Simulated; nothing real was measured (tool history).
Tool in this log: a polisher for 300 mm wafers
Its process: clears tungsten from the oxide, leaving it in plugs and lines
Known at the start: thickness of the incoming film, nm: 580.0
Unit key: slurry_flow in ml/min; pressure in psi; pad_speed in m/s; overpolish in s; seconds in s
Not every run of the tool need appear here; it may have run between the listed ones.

run	hour	slurry_flow	pressure	pad_speed	slurry_solids	overpolish	seconds
1	0	195	4.7	1.38	1	41	108.66
2	6.7	195	4.7	1.66	1	41	89.597
3	9.5	195	4.9	1.66	1	41	87.031
4	13.9	195	4.9	1.66	1.1	41	82.912
5	15.8	195	5.1	1.66	1.1	41	82.094
# hour 21.1: slurry tank refilled with fresh slurry and peroxide
6	21.1	195	4	1.66	1.1	41	80.509
7	29.9	195	4	1.7	1.1	41	76.902
8	30.5	195	4	1.74	1.1	41	78.167
9	31.6	195	4	1.78	1.1	41	77.21
10	35.5	195	4	1.82	1.1	41	72.279

For run 11, what comes out?
11	39.3	195	4	1.82	1.1	41	?

Run 11 yielded seconds 73.884 s.

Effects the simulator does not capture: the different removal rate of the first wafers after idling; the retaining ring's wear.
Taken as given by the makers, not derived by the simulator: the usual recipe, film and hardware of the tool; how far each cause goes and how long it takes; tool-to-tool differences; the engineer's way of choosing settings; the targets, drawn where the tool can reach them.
